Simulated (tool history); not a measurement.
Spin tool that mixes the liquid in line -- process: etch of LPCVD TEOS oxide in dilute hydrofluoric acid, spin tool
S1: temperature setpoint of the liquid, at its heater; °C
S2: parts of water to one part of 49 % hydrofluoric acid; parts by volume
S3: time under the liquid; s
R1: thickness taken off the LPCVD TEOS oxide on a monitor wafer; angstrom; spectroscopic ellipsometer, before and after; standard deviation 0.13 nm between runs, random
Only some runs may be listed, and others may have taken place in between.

run 1 hour=0 | S1=20 S2=200 S3=145 | R1=101.18
run 2 hour=8.3 | S1=17 S2=200 S3=145 | R1=93.201
run 3 hour=10.8 | S1=17 S2=230 S3=145 | R1=77.415
run 4 hour=16.1 | S1=17 S2=230 S3=145 | R1=77.931
run 5 hour=17.3 | S1=20 S2=210 S3=145 | R1=97.309
run 6 hour=18.4 | S1=22.5 S2=200 S3=145 | R1=113.43
run 7 hour=20 | S1=24 S2=195 S3=145 | R1=124.95
-- hour=23 thermometer replaced
run 8 hour=23 | S1=28 S2=190 S3=145 | R1=136.07

The next listed run, before its measurement:
run 9 hour=26.6 | S1=28 S2=185 S3=145 | R1=?

Run 9 gave R1 139.77 angstrom.
